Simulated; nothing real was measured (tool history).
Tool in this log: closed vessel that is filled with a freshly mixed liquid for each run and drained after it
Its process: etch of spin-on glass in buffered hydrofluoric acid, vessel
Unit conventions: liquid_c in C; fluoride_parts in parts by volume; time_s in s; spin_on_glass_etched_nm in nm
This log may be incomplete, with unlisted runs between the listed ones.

{"run": 1, "hour": 0.0, "liquid_c": 21.0, "fluoride_parts": 15.5, "time_s": 95, "spin_on_glass_etched_nm": 162.34}
{"run": 2, "hour": 4.8, "liquid_c": 20.0, "fluoride_parts": 16.5, "time_s": 95, "spin_on_glass_etched_nm": 143.85}
{"run": 3, "hour": 8.8, "liquid_c": 20.0, "fluoride_parts": 14.0, "time_s": 95, "spin_on_glass_etched_nm": 170.36}
{"run": 4, "hour": 17.8, "liquid_c": 18.0, "fluoride_parts": 14.0, "time_s": 95, "spin_on_glass_etched_nm": 151.7}
{"run": 5, "hour": 19.6, "liquid_c": 18.0, "fluoride_parts": 14.0, "time_s": 95, "spin_on_glass_etched_nm": 151.78}
{"run": 6, "hour": 20.7, "liquid_c": 18.0, "fluoride_parts": 14.0, "time_s": 105, "spin_on_glass_etched_nm": 167.78}
{"hour": 24.1, "done": "hydrofluoric acid flow meter replaced"}
{"run": 7, "hour": 24.1, "liquid_c": 17.5, "fluoride_parts": 15.5, "time_s": 105, "spin_on_glass_etched_nm": 134.58}
{"run": 8, "hour": 27.5, "liquid_c": 17.5, "fluoride_parts": 16.0, "time_s": 105, "spin_on_glass_etched_nm": 133.48}
{"run": 9, "hour": 32.2, "liquid_c": 17.5, "fluoride_parts": 16.5, "time_s": 105, "spin_on_glass_etched_nm": 127.2}
{"run": 10, "hour": 34.5, "liquid_c": 17.5, "fluoride_parts": 17.0, "time_s": 105, "spin_on_glass_etched_nm": 124.54}

The next listed run, before its measurement:
{"run": 11, "hour": 36.9, "liquid_c": 17.5, "fluoride_parts": 17.5, "time_s": 105, "spin_on_glass_etched_nm": "?"}

Logged for run 11: spin_on_glass_etched_nm 120.52 nm.

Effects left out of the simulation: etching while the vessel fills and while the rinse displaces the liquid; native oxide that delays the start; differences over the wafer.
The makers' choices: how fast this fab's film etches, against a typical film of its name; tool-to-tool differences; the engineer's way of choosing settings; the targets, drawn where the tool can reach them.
